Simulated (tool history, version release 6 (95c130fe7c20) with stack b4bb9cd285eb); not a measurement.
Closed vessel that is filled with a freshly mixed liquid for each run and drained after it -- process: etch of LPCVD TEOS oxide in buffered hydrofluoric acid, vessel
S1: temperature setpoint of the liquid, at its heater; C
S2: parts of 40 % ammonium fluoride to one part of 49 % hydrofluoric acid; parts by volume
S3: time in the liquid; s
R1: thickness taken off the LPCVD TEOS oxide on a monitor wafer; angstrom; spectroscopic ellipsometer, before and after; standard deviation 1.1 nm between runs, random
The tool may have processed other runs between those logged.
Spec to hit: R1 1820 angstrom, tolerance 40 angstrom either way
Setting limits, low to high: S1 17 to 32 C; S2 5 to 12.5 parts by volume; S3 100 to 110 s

run	day	S1	S2	S3	R1
1	0	25	7.5	100	2189.2
2	0.271	25	7.5	110	2392.8
3	0.367	23.5	7.5	110	2217.2
4	0.612	23.5	8.5	110	1919
5	0.812	23.5	10.5	110	1599
6	0.929	21	10.5	110	1418.2
7	1.196	22.5	10.5	110	1520.6
8	1.362	23.5	10.5	110	1623.5
9	1.479	24	10.5	110	1646.7
10	1.625	24.5	10.5	110	1692
11	1.925	25	10.5	110	1775.8

Exercise: of the 4 proposed moves below, exactly one satisfies all targets within the stated allowed misses. Which move is it?
A	2.225	25	9.5	100	?
B	2.225	24.5	10	105	?
C	2.225	25.5	10.5	110	?
D	2.225	23.5	10	110	?

move	R1
A	1718.4
B	1700.2
C	1793.2
D	1686.7
A: its largest miss is bigger than the last run's
B: its largest miss is bigger than the last run's
C: all results land within tolerance of their targets
D: its largest miss is bigger than the last run's
C meets every target.
